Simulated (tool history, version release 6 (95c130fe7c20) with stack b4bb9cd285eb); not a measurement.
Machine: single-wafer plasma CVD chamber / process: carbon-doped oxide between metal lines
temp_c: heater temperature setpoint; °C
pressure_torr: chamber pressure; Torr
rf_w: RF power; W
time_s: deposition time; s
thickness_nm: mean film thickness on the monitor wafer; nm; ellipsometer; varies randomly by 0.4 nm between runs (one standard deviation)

{"run": 1, "day": 0.0, "temp_c": 325, "pressure_torr": 5.75, "rf_w": 460, "time_s": 17.9, "thickness_nm": 88.017}
{"run": 2, "day": 0.167, "temp_c": 325, "pressure_torr": 6.54, "rf_w": 460, "time_s": 17.9, "thickness_nm": 89.387}
{"run": 3, "day": 0.308, "temp_c": 325, "pressure_torr": 6.54, "rf_w": 460, "time_s": 17.9, "thickness_nm": 89.708}
{"run": 4, "day": 0.642, "temp_c": 326, "pressure_torr": 6.44, "rf_w": 450, "time_s": 17.9, "thickness_nm": 87.833}
{"run": 5, "day": 0.933, "temp_c": 327, "pressure_torr": 6.36, "rf_w": 440, "time_s": 17.9, "thickness_nm": 85.831}
{"run": 6, "day": 1.058, "temp_c": 328, "pressure_torr": 6.28, "rf_w": 430, "time_s": 17.9, "thickness_nm": 83.795}
{"run": 7, "day": 1.204, "temp_c": 329, "pressure_torr": 6.2, "rf_w": 425, "time_s": 17.9, "thickness_nm": 83.445}
{"day": 1.292, "done": "capacitance manometer re-zeroed and calibrated"}
{"run": 8, "day": 1.292, "temp_c": 330, "pressure_torr": 6.15, "rf_w": 415, "time_s": 17.9, "thickness_nm": 81.376}

Forecast run 9:
{"run": 9, "day": 1.388, "temp_c": 331, "pressure_torr": 6.09, "rf_w": 410, "time_s": 17.9, "thickness_nm": "?"}

{"run 9": {"thickness_nm": 80.845}}
